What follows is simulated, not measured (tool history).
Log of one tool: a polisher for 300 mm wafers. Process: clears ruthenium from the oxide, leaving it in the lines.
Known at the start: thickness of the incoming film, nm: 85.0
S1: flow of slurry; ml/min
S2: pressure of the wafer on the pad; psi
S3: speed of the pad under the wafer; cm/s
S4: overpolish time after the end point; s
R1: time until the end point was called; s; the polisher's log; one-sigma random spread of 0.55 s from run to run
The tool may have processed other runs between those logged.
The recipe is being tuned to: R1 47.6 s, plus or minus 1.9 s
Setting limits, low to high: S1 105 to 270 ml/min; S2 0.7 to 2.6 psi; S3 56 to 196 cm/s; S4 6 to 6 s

run	day	S1	S2	S3	S4	R1
1	0	175	1.6	126	6	81.883
2	0.358	175	1.8	126	6	73.213
3	0.725	175	1.8	114	6	78.124
4	0.825	175	1.9	114	6	74.208
5	0.996	175	1.9	114	6	74.16
6	1.342	200	1.9	114	6	73.838
7	1.638	200	2	114	6	69.378
8	1.904	200	2.1	114	6	66.374
9	2.017	200	2.2	116	6	63.357
10	2.117	200	2.3	120	6	57.352
11	2.475	200	2.4	120	6	56.618
12	2.5	200	2.4	122	6	55.555

Consider the 4 candidate settings below. Which is the only one whose results all fall within their allowed miss of target?
A	2.525	205	2	124	6	?
B	2.525	185	2.3	94	6	?
C	2.525	205	2.6	152	6	?
D	2.525	245	2.2	162	6	?

move	R1
A	64.954
B	68.995
C	43.61
D	47.947
A: the biggest miss grows against the last run
B: the biggest miss grows against the last run
C: carries the result that was furthest off beyond its target, to the other side
D: all results in spec
The move that meets every target is D.
